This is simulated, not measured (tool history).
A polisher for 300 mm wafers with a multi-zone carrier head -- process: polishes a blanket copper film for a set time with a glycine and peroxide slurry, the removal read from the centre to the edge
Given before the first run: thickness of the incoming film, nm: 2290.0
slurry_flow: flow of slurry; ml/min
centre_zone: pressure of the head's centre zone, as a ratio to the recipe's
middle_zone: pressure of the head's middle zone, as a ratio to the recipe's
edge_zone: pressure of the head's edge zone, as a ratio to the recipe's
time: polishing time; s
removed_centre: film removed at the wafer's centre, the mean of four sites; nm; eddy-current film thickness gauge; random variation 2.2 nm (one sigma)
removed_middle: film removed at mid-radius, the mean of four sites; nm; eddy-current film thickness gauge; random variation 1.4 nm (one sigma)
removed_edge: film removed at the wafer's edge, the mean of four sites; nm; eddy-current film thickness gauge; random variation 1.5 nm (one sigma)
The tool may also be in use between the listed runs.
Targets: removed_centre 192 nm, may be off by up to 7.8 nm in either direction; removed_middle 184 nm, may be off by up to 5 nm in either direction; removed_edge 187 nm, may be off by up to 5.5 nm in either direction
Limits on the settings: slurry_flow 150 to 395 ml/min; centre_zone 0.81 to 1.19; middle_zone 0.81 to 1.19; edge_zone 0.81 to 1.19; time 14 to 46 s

| run | hour | slurry_flow | centre_zone | middle_zone | edge_zone | time | removed_centre | removed_middle | removed_edge |
|---|---|---|---|---|---|---|---|---|---|
| 1 | 0 | 250 | 1 | 1 | 1 | 30 | 160.27 | 165.27 | 154.27 |
| 2 | 4.3 | 260 | 1.01 | 1 | 1.03 | 30 | 161.78 | 166.08 | 159.25 |
| 3 | 11.1 | 260 | 1.01 | 1 | 1.09 | 30 | 162.92 | 164.98 | 160.35 |
| 4 | 18.2 | 260 | 1.01 | 0.91 | 1.09 | 30 | 163.88 | 154.83 | 162.14 |
| 5 | 21.7 | 260 | 1.01 | 0.91 | 1.09 | 23 | 122.34 | 117.97 | 123.34 |
| 6 | 27.7 | 265 | 1.02 | 0.92 | 1.1 | 25 | 136.56 | 129 | 134.52 |
| 7 | 32.8 | 270 | 1.02 | 0.93 | 1.11 | 26 | 141.92 | 135.93 | 140.65 |
| 8 | 40.3 | 275 | 1.02 | 0.94 | 1.12 | 27 | 148.22 | 140.36 | 146.38 |
|  | 44.3 | edge zone pressure recalibrated |
| 9 | 44.3 | 280 | 1.02 | 0.95 | 1.13 | 28 | 152.61 | 149.86 | 157.4 |
| 10 | 45.9 | 295 | 1.04 | 0.97 | 1.14 | 28 | 159.44 | 152.23 | 159.25 |
| 11 | 47.7 | 330 | 1.07 | 1.05 | 1.19 | 33 | 192.7 | 195.02 | 195.84 |
| 12 | 54 | 325 | 1.07 | 1.04 | 1.18 | 33 | 193.08 | 191.24 | 193.65 |
| 13 | 58.8 | 320 | 1.07 | 1.04 | 1.18 | 33 | 192.08 | 192.27 | 191.67 |
| 14 | 67.5 | 315 | 1.07 | 1.03 | 1.18 | 33 | 194.37 | 188.08 | 195.56 |

Which one of the following 5 next-run settings gets every result inside its allowed miss? There is exactly one.
| A | 76.2 | 310 | 1.09 | 1.1 | 1.12 | 32 | ? | ? | ? |
| B | 76.2 | 350 | 1.14 | 1.08 | 1.15 | 32 | ? | ? | ? |
| C | 76.2 | 330 | 1.08 | 1.01 | 1.14 | 32 | ? | ? | ? |
| D | 76.2 | 390 | 1.02 | 1.02 | 1.16 | 33 | ? | ? | ? |
| E | 76.2 | 330 | 1.05 | 0.96 | 1.19 | 34 | ? | ? | ? |

| move | removed_centre | removed_middle | removed_edge |
|---|---|---|---|
| A | 186.87 | 196.85 | 182.05 |
| B | 197.49 | 195.74 | 186.06 |
| C | 186.18 | 184.06 | 184.7 |
| D | 184.2 | 194.01 | 194.14 |
| E | 192.36 | 187.4 | 200.81 |
A: gets the furthest-off result to its target, but another result is out of tolerance
B: gets the furthest-off result to its target, but another result is out of tolerance
C: meets every target
D: its largest miss is bigger than the last run's
E: its largest miss is bigger than the last run's
Move C is the one to make.
